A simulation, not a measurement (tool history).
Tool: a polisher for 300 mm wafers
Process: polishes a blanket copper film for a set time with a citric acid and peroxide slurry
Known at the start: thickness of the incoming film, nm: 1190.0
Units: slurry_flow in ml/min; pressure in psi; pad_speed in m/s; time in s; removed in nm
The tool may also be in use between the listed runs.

| run | day | slurry_flow | pressure | pad_speed | slurry_solids | time | removed |
|---|---|---|---|---|---|---|---|
| 1 | 0.000 | 295 | 3.5 | 1.00 | 1.0 | 102 | 318.94 |
| 2 | 0.229 | 295 | 3.3 | 1.00 | 1.0 | 102 | 302.47 |
| 3 | 0.288 | 295 | 3.2 | 1.00 | 1.0 | 102 | 293.75 |
| 4 | 0.358 | 265 | 3.2 | 1.00 | 1.0 | 102 | 290.83 |
| 5 | 0.538 | 265 | 3.1 | 1.00 | 1.0 | 102 | 280.81 |
| 6 | 0.671 | 265 | 3.1 | 1.00 | 1.0 | 107 | 299.44 |
| 7 | 0.896 | 260 | 3.0 | 1.00 | 1.0 | 107 | 281.05 |
| 8 | 1.058 | 255 | 2.9 | 1.00 | 1.0 | 107 | 274.93 |
| 9 | 1.108 | 250 | 2.8 | 1.00 | 1.0 | 107 | 264.47 |
| 10 | 1.196 | 245 | 2.7 | 1.00 | 1.0 | 107 | 257.24 |
| 11 | 1.371 | 240 | 2.6 | 1.00 | 1.0 | 107 | 246.22 |

Forecast run 12:
| 12 | 1.512 | 235 | 2.6 | 1.00 | 1.0 | 107 | ? |

{"run 12": {"removed": 246.1}}
